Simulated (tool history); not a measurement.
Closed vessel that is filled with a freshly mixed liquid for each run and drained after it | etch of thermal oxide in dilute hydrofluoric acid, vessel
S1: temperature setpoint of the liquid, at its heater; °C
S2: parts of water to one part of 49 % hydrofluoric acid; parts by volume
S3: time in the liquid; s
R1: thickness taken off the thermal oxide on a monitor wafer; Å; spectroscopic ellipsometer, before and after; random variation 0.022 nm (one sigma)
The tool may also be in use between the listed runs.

run,day,S1,S2,S3,R1
1,0.000,24.0,150,175,61.002
2,0.188,21.5,150,175,55.622
3,0.329,21.5,170,175,48.109
4,0.667,20.5,185,175,40.996
5,1.038,20.5,215,175,35.220
6,1.196,23.5,215,175,39.028

Forecast run 7:
7,1.521,23.5,215,175,?

R1: 38.976 Å
